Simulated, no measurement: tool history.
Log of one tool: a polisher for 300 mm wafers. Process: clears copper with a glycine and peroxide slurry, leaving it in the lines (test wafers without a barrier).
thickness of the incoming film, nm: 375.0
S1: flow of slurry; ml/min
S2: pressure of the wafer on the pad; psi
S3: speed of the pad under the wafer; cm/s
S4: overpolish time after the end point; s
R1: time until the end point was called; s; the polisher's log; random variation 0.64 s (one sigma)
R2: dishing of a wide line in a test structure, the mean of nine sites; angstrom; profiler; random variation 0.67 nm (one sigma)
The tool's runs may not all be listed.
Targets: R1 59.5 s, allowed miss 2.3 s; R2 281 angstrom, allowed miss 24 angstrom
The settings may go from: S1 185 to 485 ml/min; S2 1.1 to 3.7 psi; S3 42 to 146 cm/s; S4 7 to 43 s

{"run": 1, "day": 0.0, "S1": 310, "S2": 2.4, "S3": 94, "S4": 22, "R1": 71.878, "R2": 533}
{"run": 2, "day": 0.05, "S1": 310, "S2": 2.2, "S3": 94, "S4": 22, "R1": 74.672, "R2": 545.23}
{"run": 3, "day": 0.3, "S1": 270, "S2": 2.2, "S3": 94, "S4": 22, "R1": 75.807, "R2": 545.22}
{"run": 4, "day": 0.608, "S1": 200, "S2": 2.2, "S3": 94, "S4": 22, "R1": 78.762, "R2": 545.46}
{"run": 5, "day": 0.696, "S1": 200, "S2": 2.7, "S3": 94, "S4": 22, "R1": 69.78, "R2": 573.88}
{"run": 6, "day": 1.012, "S1": 200, "S2": 2.7, "S3": 112, "S4": 22, "R1": 60.642, "R2": 610.74}
{"run": 7, "day": 1.346, "S1": 250, "S2": 2.6, "S3": 112, "S4": 19, "R1": 59.762, "R2": 571.64}
{"run": 8, "day": 1.6, "S1": 185, "S2": 2, "S3": 138, "S4": 9, "R1": 62.278, "R2": 316.34}

Which of these 5 next moves meets every target?
{"run": "A", "day": 1.854, "S1": 185, "S2": 2.2, "S3": 136, "S4": 7, "R1": "?", "R2": "?"}
{"run": "B", "day": 1.854, "S1": 235, "S2": 1.7, "S3": 132, "S4": 13, "R1": "?", "R2": "?"}
{"run": "C", "day": 1.854, "S1": 185, "S2": 2.1, "S3": 146, "S4": 12, "R1": "?", "R2": "?"}
{"run": "D", "day": 1.854, "S1": 195, "S2": 2, "S3": 140, "S4": 9, "R1": "?", "R2": "?"}
{"run": "E", "day": 1.854, "S1": 185, "S2": 2.3, "S3": 124, "S4": 11, "R1": "?", "R2": "?"}

move=A R1=58.8 R2=284.37
move=B R1=66.691 R2=407.47
move=C R1=56.878 R2=431.85
move=D R1=59.988 R2=339.06
move=E R1=61.915 R2=387.21
A: meets every target
B: further off than the last run
C: further off than the last run
D: further off than the last run
E: further off than the last run
Move A is the one to make.

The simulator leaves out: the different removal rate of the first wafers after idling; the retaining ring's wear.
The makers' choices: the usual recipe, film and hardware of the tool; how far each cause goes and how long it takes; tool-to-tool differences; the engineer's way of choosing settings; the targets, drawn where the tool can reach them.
